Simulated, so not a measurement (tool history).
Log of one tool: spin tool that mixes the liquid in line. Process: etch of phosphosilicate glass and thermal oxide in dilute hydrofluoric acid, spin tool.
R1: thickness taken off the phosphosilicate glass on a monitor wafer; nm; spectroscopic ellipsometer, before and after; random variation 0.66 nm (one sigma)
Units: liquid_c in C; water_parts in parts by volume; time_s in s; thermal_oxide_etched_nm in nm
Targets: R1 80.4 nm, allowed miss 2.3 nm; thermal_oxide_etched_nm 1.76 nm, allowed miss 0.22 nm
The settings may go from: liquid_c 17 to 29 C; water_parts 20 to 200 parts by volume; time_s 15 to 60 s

run 1 hour=0 | liquid_c=21 water_parts=110 time_s=30 | R1=45.901 thermal_oxide_etched_nm=1.0137
run 2 hour=0.6 | liquid_c=24.5 water_parts=110 time_s=30 | R1=52.704 thermal_oxide_etched_nm=1.165
run 3 hour=2.7 | liquid_c=24.5 water_parts=110 time_s=20 | R1=35.281 thermal_oxide_etched_nm=0.80081
run 4 hour=11.1 | liquid_c=26 water_parts=90 time_s=20 | R1=47.2 thermal_oxide_etched_nm=1.0838
run 5 hour=16.8 | liquid_c=27 water_parts=75 time_s=20 | R1=59.243 thermal_oxide_etched_nm=1.2943
run 6 hour=22.9 | liquid_c=27 water_parts=105 time_s=20 | R1=41.017 thermal_oxide_etched_nm=0.93828
run 7 hour=24.4 | liquid_c=27.5 water_parts=90 time_s=20 | R1=49.398 thermal_oxide_etched_nm=1.119
run 8 hour=31.7 | liquid_c=28 water_parts=80 time_s=20 | R1=57.39 thermal_oxide_etched_nm=1.2051
run 9 hour=32.7 | liquid_c=28 water_parts=70 time_s=20 | R1=66.949 thermal_oxide_etched_nm=1.3492
run 10 hour=38.2 | liquid_c=28 water_parts=65 time_s=20 | R1=72.936 thermal_oxide_etched_nm=1.6014
run 11 hour=45.1 | liquid_c=28.5 water_parts=65 time_s=20 | R1=73.9 thermal_oxide_etched_nm=1.6774
run 12 hour=47.1 | liquid_c=28.5 water_parts=55 time_s=20 | R1=89.016 thermal_oxide_etched_nm=2.0291
run 13 hour=54.8 | liquid_c=28 water_parts=55 time_s=20 | R1=86.586 thermal_oxide_etched_nm=1.9514
run 14 hour=57.6 | liquid_c=27.5 water_parts=55 time_s=20 | R1=85.416 thermal_oxide_etched_nm=1.8801
run 15 hour=65.6 | liquid_c=27 water_parts=55 time_s=20 | R1=83.886 thermal_oxide_etched_nm=1.8981

Which of these 5 next moves meets every target?
run A hour=73.6 | liquid_c=29 water_parts=70 time_s=25 | R1=? thermal_oxide_etched_nm=?
run B hour=73.6 | liquid_c=29 water_parts=90 time_s=35 | R1=? thermal_oxide_etched_nm=?
run C hour=73.6 | liquid_c=22.5 water_parts=70 time_s=30 | R1=? thermal_oxide_etched_nm=?
run D hour=73.6 | liquid_c=28 water_parts=55 time_s=20 | R1=? thermal_oxide_etched_nm=?
run E hour=73.6 | liquid_c=29 water_parts=95 time_s=35 | R1=? thermal_oxide_etched_nm=?

move=A R1=86.926 thermal_oxide_etched_nm=1.9142
move=B R1=91.988 thermal_oxide_etched_nm=2.0257
move=C R1=80.467 thermal_oxide_etched_nm=1.772
move=D R1=86.973 thermal_oxide_etched_nm=1.9153
move=E R1=86.54 thermal_oxide_etched_nm=1.9057
A: further off than the last run
B: further off than the last run
C: meets every target
D: further off than the last run
E: further off than the last run
Move C is the one to make.
